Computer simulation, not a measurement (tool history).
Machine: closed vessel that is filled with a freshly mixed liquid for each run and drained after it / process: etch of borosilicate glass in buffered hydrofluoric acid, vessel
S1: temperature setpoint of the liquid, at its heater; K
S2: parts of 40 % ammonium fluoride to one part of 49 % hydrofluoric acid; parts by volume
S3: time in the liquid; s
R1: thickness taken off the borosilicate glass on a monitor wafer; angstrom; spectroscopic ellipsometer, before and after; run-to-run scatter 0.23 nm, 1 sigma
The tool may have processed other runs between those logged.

| run | hour | S1 | S2 | S3 | R1 |
|---|---|---|---|---|---|
| 1 | 0 | 295.15 | 11 | 35 | 384.16 |
| 2 | 6.3 | 296.65 | 11 | 35 | 413.41 |
| 3 | 8.7 | 297.65 | 11 | 35 | 439.42 |
| 4 | 11.1 | 298.65 | 11 | 35 | 464.06 |
| 5 | 19.7 | 298.65 | 11 | 35 | 461.86 |
| 6 | 20.7 | 299.15 | 11 | 35 | 474.78 |

Estimate the outcome of run 7 from the log above:
| 7 | 28.1 | 299.15 | 11 | 35 | ? |

R1: 474.92 angstrom
